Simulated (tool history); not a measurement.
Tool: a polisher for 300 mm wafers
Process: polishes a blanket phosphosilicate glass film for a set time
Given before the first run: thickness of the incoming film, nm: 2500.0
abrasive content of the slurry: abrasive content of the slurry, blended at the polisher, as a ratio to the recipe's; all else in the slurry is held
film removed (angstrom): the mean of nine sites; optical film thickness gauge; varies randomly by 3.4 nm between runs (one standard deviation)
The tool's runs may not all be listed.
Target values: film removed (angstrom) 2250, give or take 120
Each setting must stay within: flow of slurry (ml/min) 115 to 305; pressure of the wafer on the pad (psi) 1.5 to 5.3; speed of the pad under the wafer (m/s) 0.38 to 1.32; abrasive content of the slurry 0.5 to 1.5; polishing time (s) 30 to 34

run	hour	flow of slurry (ml/min)	pressure of the wafer on the pad (psi)	speed of the pad under the wafer (m/s)	abrasive content of the slurry	polishing time (s)	film removed (angstrom)
1	0	195	3.4	0.84	1	34	3302.9
2	6.6	195	3.4	0.84	1	34	3219.7
3	8.5	195	3.1	0.84	1	34	2972.5
4	9.2	195	2.9	0.84	1	34	2741.1
5	15.5	195	2.9	1.02	1	34	3223.3
6	20.5	155	2.9	1.02	1	34	3166.6
7	29.4	155	2.7	1.02	1	34	2944.5
8	31.7	155	2.5	1.02	1	34	2800.1
9	36.9	155	2.3	1.02	1	34	2561
10	42.3	155	1.9	1	1	34	2047.1

Exactly one of the 4 candidate moves below puts every result within its allowed miss. Which one?
A	47.7	125	2.9	0.98	0.7	34	?
B	47.7	205	1.8	1.04	0.95	30	?
C	47.7	115	2	1.04	1.1	34	?
D	47.7	115	2.5	1.04	0.9	34	?

move	film removed (angstrom)
A	2508.1
B	1850.3
C	2299.5
D	2584.8
A: pushes the last run's worst result past its target
B: further off than the last run
C: each result inside its tolerance
D: pushes the last run's worst result past its target
C meets every target.
